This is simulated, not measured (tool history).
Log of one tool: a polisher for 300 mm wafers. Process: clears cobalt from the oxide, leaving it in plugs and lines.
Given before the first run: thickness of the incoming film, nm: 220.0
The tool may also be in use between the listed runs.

run,hour,flow of slurry (ml/min),pressure of the wafer on the pad (psi),speed of the pad under the wafer (cm/s),overpolish time after the end point (s),time until the end point was called (s),dishing of a wide line in a test structure (angstrom)
1,0,300,1.6,122,8,37.585,359.3
2,6.7,300,1.5,122,9,40.53,378.22
3,15.6,300,1.4,122,10,42.259,389.26
4,24.2,300,1.4,144,10,36.464,430.27
5,31.3,300,1.3,142,11,39.196,434.34
6,36.6,300,1.5,142,11,33.72,477.76
7,44.8,300,1.4,142,12,37.467,483.5

Estimate the outcome of run 8 from the log above:
8,51.8,300,1,140,14,?,?

Run 8 came out at time until the end point was called (s) 50.779, dishing of a wide line in a test structure (angstrom) 432.81.
